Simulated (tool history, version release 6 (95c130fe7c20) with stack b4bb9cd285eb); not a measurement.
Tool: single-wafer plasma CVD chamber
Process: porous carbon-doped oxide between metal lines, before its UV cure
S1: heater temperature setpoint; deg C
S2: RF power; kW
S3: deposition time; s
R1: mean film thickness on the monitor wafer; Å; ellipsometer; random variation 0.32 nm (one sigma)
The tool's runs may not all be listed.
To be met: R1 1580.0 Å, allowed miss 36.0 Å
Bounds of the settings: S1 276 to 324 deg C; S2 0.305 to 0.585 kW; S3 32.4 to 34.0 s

run	day	S1	S2	S3	R1
1	0.000	300	0.445	34.0	1830.3
2	0.100	300	0.445	32.4	1747.1
3	0.200	300	0.445	34.0	1832.2
4	0.333	305	0.435	34.0	1730.6
5	0.450	300	0.435	34.0	1782.9
6	0.817	294	0.435	34.0	1860.9
7	1.167	299	0.430	34.0	1781.1
8	1.246	303	0.425	34.0	1712.3
9	1.562	306	0.425	34.0	1682.9
10	1.671	308	0.425	34.0	1666.6

Which of these 4 next moves meets every target?
A	1.779	309	0.425	32.4	?
B	1.779	305	0.400	32.4	?
C	1.779	312	0.415	32.4	?
D	1.779	304	0.380	34.0	?

move	R1
A	1579.2
B	1520.9
C	1516.0
D	1518.6
A: meets every target
B: takes the result that was furthest off past its target
C: takes the result that was furthest off past its target
D: takes the result that was furthest off past its target
Move A is the one to make.

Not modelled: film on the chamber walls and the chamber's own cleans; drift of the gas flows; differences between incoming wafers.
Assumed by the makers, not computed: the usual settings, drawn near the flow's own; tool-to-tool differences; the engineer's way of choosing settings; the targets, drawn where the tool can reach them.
